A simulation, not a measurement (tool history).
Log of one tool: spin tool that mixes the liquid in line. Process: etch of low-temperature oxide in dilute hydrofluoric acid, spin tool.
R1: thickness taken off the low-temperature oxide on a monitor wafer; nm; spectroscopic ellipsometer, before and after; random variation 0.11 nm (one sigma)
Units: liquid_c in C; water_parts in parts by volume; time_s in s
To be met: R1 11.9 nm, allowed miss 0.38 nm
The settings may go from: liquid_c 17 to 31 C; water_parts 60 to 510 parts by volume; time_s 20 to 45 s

{"run": 1, "day": 0.0, "liquid_c": 23, "water_parts": 285, "time_s": 45, "R1": 4.4339}
{"run": 2, "day": 0.317, "liquid_c": 23, "water_parts": 285, "time_s": 20, "R1": 1.9614}
{"run": 3, "day": 0.508, "liquid_c": 25, "water_parts": 225, "time_s": 25, "R1": 3.6024}
{"run": 4, "day": 0.867, "liquid_c": 25, "water_parts": 225, "time_s": 20, "R1": 2.8882}
{"run": 5, "day": 1.229, "liquid_c": 25, "water_parts": 315, "time_s": 20, "R1": 1.8697}
{"run": 6, "day": 1.588, "liquid_c": 23.5, "water_parts": 315, "time_s": 20, "R1": 1.7529}
{"run": 7, "day": 1.846, "liquid_c": 23.5, "water_parts": 245, "time_s": 25, "R1": 3.0416}
{"run": 8, "day": 2.062, "liquid_c": 22.5, "water_parts": 195, "time_s": 30, "R1": 4.6005}
{"run": 9, "day": 2.221, "liquid_c": 21.5, "water_parts": 160, "time_s": 30, "R1": 5.6815}
{"run": 10, "day": 2.362, "liquid_c": 25.5, "water_parts": 60, "time_s": 45, "R1": 29.921}
{"run": 11, "day": 2.596, "liquid_c": 23, "water_parts": 65, "time_s": 45, "R1": 24.614}
{"run": 12, "day": 2.65, "liquid_c": 21.5, "water_parts": 75, "time_s": 45, "R1": 19.739}
{"run": 13, "day": 2.875, "liquid_c": 17.5, "water_parts": 110, "time_s": 45, "R1": 10.976}
{"run": 14, "day": 2.925, "liquid_c": 18, "water_parts": 110, "time_s": 45, "R1": 11.368}

4 next moves are on the table. One of them brings every result within its allowed miss. Which?
{"run": "A", "day": 2.975, "liquid_c": 20.5, "water_parts": 60, "time_s": 20, "R1": "?"}
{"run": "B", "day": 2.975, "liquid_c": 18, "water_parts": 105, "time_s": 45, "R1": "?"}
{"run": "C", "day": 2.975, "liquid_c": 19, "water_parts": 100, "time_s": 45, "R1": "?"}
{"run": "D", "day": 2.975, "liquid_c": 22, "water_parts": 115, "time_s": 40, "R1": "?"}

move=A R1=10.833
move=B R1=11.925
move=C R1=13.123
move=D R1=11.27
A: further off than the last run
B: meets every target
C: takes the result that was furthest off past its target
D: further off than the last run
The right move is B.
